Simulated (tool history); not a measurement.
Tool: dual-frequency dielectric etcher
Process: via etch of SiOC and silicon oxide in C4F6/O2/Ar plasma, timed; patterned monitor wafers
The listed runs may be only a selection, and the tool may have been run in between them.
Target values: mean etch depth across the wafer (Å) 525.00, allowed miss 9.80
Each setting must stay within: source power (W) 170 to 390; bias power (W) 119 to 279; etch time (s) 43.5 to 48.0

run,day,source power (W),bias power (W),etch time (s),mean etch depth across the wafer (Å)
1,0.000,280,199,48.0,504.66
2,0.108,290,200,48.0,509.07
3,0.217,250,200,48.0,487.01
4,0.400,260,202,48.0,492.78
5,0.500,260,189,48.0,484.76
6,0.771,240,189,48.0,471.26
7,0.954,250,191,48.0,479.71
8,1.246,260,193,48.0,484.76
9,1.562,270,195,48.0,495.70

Of the 4 settings listed for the next run, only one would bring every result within its allowed miss of target. Which one?
A,1.879,290,181,48.0,?
B,1.879,310,231,47.0,?
C,1.879,290,200,48.0,?
D,1.879,260,202,43.5,?

move,mean etch depth across the wafer (Å)
A,495.35
B,528.97
C,508.65
D,447.27
A: just as far off the targets as the last run
B: all results land within tolerance of their targets
C: closer than the last run, but not yet in spec
D: moves away from the targets compared with the last run
Correct choice: B, which meets every target
